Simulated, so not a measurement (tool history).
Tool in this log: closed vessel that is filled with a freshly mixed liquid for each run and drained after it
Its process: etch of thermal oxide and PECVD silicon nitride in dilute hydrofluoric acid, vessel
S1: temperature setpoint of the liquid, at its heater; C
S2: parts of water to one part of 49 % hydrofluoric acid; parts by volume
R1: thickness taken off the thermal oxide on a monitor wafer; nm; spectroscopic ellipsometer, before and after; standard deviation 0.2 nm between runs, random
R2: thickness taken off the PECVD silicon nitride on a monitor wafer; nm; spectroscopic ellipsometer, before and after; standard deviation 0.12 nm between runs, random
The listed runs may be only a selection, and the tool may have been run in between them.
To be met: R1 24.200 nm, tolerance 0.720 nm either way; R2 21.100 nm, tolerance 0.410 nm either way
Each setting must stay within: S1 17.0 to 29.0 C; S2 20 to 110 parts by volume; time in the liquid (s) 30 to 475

run 1 day=0.000 | S1=21.0 S2=60 time_in_the_liquid_(s)=245 | R1=20.490 R2=17.093
run 2 day=0.071 | S1=21.5 S2=60 time_in_the_liquid_(s)=245 | R1=20.706 R2=17.605
run 3 day=0.425 | S1=21.5 S2=60 time_in_the_liquid_(s)=285 | R1=24.198 R2=20.628
run 4 day=0.612 | S1=23.5 S2=60 time_in_the_liquid_(s)=285 | R1=26.155 R2=23.449
run 5 day=0.971 | S1=23.5 S2=50 time_in_the_liquid_(s)=285 | R1=32.391 R2=27.876
run 6 day=1.221 | S1=20.5 S2=50 time_in_the_liquid_(s)=285 | R1=28.023 R2=22.968
run 7 day=1.358 | S1=20.5 S2=55 time_in_the_liquid_(s)=290 | R1=25.904 R2=21.132
run 8 day=1.433 | S1=21.0 S2=60 time_in_the_liquid_(s)=290 | R1=24.140 R2=20.057

Which single option among these 5 for the next run brings every result within its allowed miss of target? Just one does.
run A day=1.508 | S1=20.5 S2=60 time_in_the_liquid_(s)=300 | R1=? R2=?
run B day=1.508 | S1=22.0 S2=65 time_in_the_liquid_(s)=305 | R1=? R2=?
run C day=1.508 | S1=19.0 S2=55 time_in_the_liquid_(s)=290 | R1=? R2=?
run D day=1.508 | S1=23.5 S2=70 time_in_the_liquid_(s)=290 | R1=? R2=?
run E day=1.508 | S1=23.0 S2=55 time_in_the_liquid_(s)=230 | R1=? R2=?

move=A R1=24.012 R2=20.197
move=B R1=23.842 R2=21.043
move=C R1=23.904 R2=19.149
move=D R1=22.246 R2=20.589
move=E R1=22.426 R2=20.000
A: nearer the targets than the last run, but a result is still out of spec
B: hits every target within its allowed miss
C: lands further from the targets than the last run did
D: lands further from the targets than the last run did
E: lands further from the targets than the last run did
Correct choice: B, which meets every target
